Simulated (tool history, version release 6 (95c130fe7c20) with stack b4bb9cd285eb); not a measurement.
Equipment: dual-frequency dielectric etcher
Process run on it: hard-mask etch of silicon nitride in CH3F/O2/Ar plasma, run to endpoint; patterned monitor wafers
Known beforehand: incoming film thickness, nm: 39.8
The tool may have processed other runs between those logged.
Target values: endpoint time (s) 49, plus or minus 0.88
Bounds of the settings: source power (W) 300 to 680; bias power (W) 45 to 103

run	hour	source power (W)	bias power (W)	endpoint time (s)
1	0	490	74	57.762
2	2.7	490	64	59.783
3	11.1	430	64	64.318
4	16.5	460	65	61.478
5	20.9	460	53	65.402
6	23.7	540	53	59.984
7	26.5	560	54	57.843
8	29.1	570	55	57.894
9	31	580	57	56.355
10	39.4	580	57	56.34
11	48.2	590	58	56.08
12	53.5	590	58	55.703

Exercise: of the 4 proposed moves below, exactly one satisfies all targets within the stated allowed misses. Which move is it?
A	58.8	680	57	?
B	58.8	410	62	?
C	58.8	680	70	?
D	58.8	680	87	?

move	endpoint time (s)
A	52.202
B	67.682
C	49.546
D	46.661
A: nearer the targets than the last run, but a result is still out of spec
B: further off than the last run
C: all results in spec
D: takes the result that was furthest off past its target
The move that meets every target is C.
